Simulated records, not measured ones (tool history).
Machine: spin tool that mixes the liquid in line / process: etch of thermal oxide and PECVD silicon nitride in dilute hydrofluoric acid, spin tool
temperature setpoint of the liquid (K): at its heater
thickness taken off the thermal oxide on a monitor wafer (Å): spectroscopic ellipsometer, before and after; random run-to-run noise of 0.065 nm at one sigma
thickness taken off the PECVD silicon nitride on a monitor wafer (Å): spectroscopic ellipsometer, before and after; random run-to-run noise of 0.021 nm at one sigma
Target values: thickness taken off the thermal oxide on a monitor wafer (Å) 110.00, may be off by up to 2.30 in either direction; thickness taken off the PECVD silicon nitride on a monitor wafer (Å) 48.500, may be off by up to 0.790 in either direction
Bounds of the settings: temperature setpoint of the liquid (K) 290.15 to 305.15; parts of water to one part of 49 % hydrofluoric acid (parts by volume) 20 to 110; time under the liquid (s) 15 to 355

run,hour,temperature setpoint of the liquid (K),parts of water to one part of 49 % hydrofluoric acid (parts by volume),time under the liquid (s),thickness taken off the thermal oxide on a monitor wafer (Å),thickness taken off the PECVD silicon nitride on a monitor wafer (Å)
1,0.0,297.15,60,180,157.98,67.409
2,2.7,297.15,65,180,144.42,62.570
3,9.1,297.15,70,180,135.25,58.222
4,10.8,297.15,50,180,191.26,81.295
5,18.3,297.15,55,180,173.82,73.597
6,25.8,297.15,55,255,246.52,104.720
7,34.4,294.65,80,270,156.67,64.382
8,39.4,294.65,85,270,146.41,60.917
9,43.2,294.65,90,270,137.29,57.595
10,46.2,294.65,95,270,130.34,54.745
11,53.0,295.65,110,275,116.61,51.559
12,58.9,295.65,110,270,113.26,50.395

4 candidate next runs follow, results not yet known. Just one meets every target within its allowed miss. Identify it.
A,64.8,298.65,110,225,?,?
B,64.8,297.65,110,240,?,?
C,64.8,295.65,110,260,?,?
D,64.8,297.15,110,245,?,?

move,thickness taken off the thermal oxide on a monitor wafer (Å),thickness taken off the PECVD silicon nitride on a monitor wafer (Å)
A,105.94,51.382
B,108.68,51.355
C,108.79,48.766
D,108.79,50.736
A: moves away from the targets compared with the last run
B: moves away from the targets compared with the last run
C: hits every target within its allowed miss
D: moves away from the targets compared with the last run
Move C is the one to make.

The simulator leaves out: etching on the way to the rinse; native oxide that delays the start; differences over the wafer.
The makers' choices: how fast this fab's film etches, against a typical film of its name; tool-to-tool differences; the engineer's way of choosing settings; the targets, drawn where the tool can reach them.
